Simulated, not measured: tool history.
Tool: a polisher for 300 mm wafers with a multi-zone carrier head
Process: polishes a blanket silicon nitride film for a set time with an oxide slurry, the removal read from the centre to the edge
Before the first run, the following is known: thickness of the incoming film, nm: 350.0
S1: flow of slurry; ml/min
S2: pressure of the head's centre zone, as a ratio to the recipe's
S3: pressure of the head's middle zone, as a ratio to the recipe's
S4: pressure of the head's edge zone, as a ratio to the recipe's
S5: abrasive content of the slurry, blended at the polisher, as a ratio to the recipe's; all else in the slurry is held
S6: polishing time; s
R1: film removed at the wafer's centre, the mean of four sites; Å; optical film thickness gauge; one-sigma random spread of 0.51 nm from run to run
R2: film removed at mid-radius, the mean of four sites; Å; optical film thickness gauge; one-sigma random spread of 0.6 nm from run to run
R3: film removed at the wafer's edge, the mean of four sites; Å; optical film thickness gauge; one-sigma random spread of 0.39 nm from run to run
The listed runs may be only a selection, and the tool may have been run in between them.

run 1 hour=0 | S1=140 S2=1 S3=1 S4=1 S5=1 S6=84 | R1=709.26 R2=707.35 R3=699.41
run 2 hour=0.9 | S1=140 S2=1 S3=1 S4=1 S5=1 S6=95 | R1=788.99 R2=791.75 R3=768.94
run 3 hour=1.7 | S1=140 S2=1 S3=1 S4=1 S5=0.85 S6=95 | R1=720.65 R2=744.04 R3=730.25
run 4 hour=9.9 | S1=140 S2=1 S3=0.96 S4=1 S5=0.85 S6=95 | R1=745.07 R2=730.69 R3=743.88
run 5 hour=11.3 | S1=130 S2=0.98 S3=0.95 S4=0.99 S5=0.75 S6=88 | R1=632.09 R2=615.91 R3=638.44
run 6 hour=13.6 | S1=130 S2=0.91 S3=0.95 S4=0.99 S5=0.75 S6=88 | R1=573.2 R2=604.36 R3=645
run 7 hour=14.6 | S1=125 S2=0.9 S3=0.94 S4=0.97 S5=0.7 S6=85 | R1=531.99 R2=580.18 R3=587.44
run 8 hour=20.2 | S1=120 S2=0.89 S3=0.92 S4=0.96 S5=0.65 S6=82 | R1=494.22 R2=515.63 R3=539.66
run 9 hour=27.2 | S1=115 S2=0.87 S3=0.91 S4=0.95 S5=0.6 S6=81 | R1=446.61 R2=491.08 R3=510.54
run 10 hour=35.2 | S1=110 S2=0.87 S3=0.89 S4=0.94 S5=0.6 S6=81 | R1=445.29 R2=479.48 R3=504.18
run 11 hour=44.2 | S1=90 S2=0.83 S3=0.82 S4=0.87 S5=0.5 S6=78 | R1=352.65 R2=363.09 R3=417.61

For run 12, what comes out?
run 12 hour=49.2 | S1=100 S2=0.83 S3=0.83 S4=0.87 S5=0.5 S6=78 | R1=? R2=? R3=?

{"run 12": {"R1": 366.21, "R2": 378.3, "R3": 432.84}}

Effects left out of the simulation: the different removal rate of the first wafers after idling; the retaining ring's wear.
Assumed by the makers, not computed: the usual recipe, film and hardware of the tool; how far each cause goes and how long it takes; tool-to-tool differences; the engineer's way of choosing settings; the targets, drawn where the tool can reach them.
